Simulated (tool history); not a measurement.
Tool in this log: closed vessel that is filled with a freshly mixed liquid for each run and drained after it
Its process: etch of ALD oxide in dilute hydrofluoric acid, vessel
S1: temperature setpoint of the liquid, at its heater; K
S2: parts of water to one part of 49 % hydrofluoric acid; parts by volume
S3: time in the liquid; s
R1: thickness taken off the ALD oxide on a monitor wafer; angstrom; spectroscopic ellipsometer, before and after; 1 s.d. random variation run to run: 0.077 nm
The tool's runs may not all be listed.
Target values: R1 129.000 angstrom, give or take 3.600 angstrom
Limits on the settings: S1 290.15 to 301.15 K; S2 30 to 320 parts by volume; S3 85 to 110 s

Run 1, day 0.000: S1 293.15 K, S2 175 parts by volume, S3 110 s. Result: R1 47.280 angstrom.
Run 2, day 0.279: S1 295.15 K, S2 150 parts by volume, S3 110 s. Result: R1 61.340 angstrom.
Run 3, day 0.492: S1 296.65 K, S2 150 parts by volume, S3 110 s. Result: R1 65.441 angstrom.
Run 4, day 0.704: S1 297.65 K, S2 130 parts by volume, S3 110 s. Result: R1 80.109 angstrom.
Run 5, day 1.058: S1 298.65 K, S2 120 parts by volume, S3 110 s. Result: R1 91.216 angstrom.
Run 6, day 1.104: S1 299.15 K, S2 110 parts by volume, S3 110 s. Result: R1 102.500 angstrom.
Run 7, day 1.467: S1 299.65 K, S2 105 parts by volume, S3 110 s. Result: R1 109.270 angstrom.
Run 8, day 1.488: S1 300.15 K, S2 100 parts by volume, S3 110 s. Result: R1 118.920 angstrom.

4 next moves are on the table. One of them brings every result within its allowed miss. Which?
Run A, day 1.508: S1 301.15 K, S2 105 parts by volume, S3 110 s. Result: R1 ?.
Run B, day 1.508: S1 301.15 K, S2 100 parts by volume, S3 110 s. Result: R1 ?.
Run C, day 1.508: S1 299.15 K, S2 90 parts by volume, S3 110 s. Result: R1 ?.
Run D, day 1.508: S1 295.15 K, S2 95 parts by volume, S3 110 s. Result: R1 ?.

move       R1
   A  118.060
   B  124.800
   C  130.060
   D  104.410
A: the biggest miss grows against the last run
B: nearer than the last run, and not there yet
C: every result within its allowed miss
D: the biggest miss grows against the last run
The right move is C.

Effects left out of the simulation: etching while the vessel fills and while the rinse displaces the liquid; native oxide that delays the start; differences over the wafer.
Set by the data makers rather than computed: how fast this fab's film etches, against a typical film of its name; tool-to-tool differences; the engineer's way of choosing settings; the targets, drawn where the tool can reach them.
